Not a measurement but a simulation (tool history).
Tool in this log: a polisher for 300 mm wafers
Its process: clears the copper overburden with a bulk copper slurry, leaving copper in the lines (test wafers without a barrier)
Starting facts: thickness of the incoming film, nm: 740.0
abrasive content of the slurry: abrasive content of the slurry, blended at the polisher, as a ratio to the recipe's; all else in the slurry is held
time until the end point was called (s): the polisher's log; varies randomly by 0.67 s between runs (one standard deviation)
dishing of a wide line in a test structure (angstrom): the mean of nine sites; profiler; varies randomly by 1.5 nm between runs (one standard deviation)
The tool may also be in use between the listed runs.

run  hour  flow of slurry (ml/min)  pressure of the wafer on the pad (psi)  speed of the pad under the wafer (cm/s)  abrasive content of the slurry  overpolish time after the end point (s)  time until the end point was called (s)  dishing of a wide line in a test structure (angstrom)
  1     0                      180                                     1.7                                      118                               1                                       27                                   92.008                                                 611.34
  2   8.2                      180                                     1.7                                       98                               1                                       27                                   111.07                                                  576.9
  3  14.4                      180                                     1.4                                       98                               1                                       27                                   133.29                                                 532.81
  4  22.2                      180                                       1                                       98                               1                                       27                                   172.68                                                 458.94
  5  24.5                      210                                       1                                       98                               1                                       27                                   174.84                                                 454.08
  6  32.6                      210                                       1                                       98                             1.2                                       27                                    166.6                                                 459.24
  7  39.1                      210                                     1.4                                      108                             1.2                                       23                                   112.43                                                 514.59
  8  45.3                      210                                     1.7                                      110                             1.2                                       21                                   95.973                                                 532.27
  9  50.9                      210                                       2                                      116                             1.2                                       21                                   76.643                                                 602.14

For run 10, what comes out?
 10    56                      210                                     2.2                                      122                             1.2                                       20                                        ?                                                      ?

Run 10 gave time until the end point was called (s) 67.299, dishing of a wide line in a test structure (angstrom) 634.07.
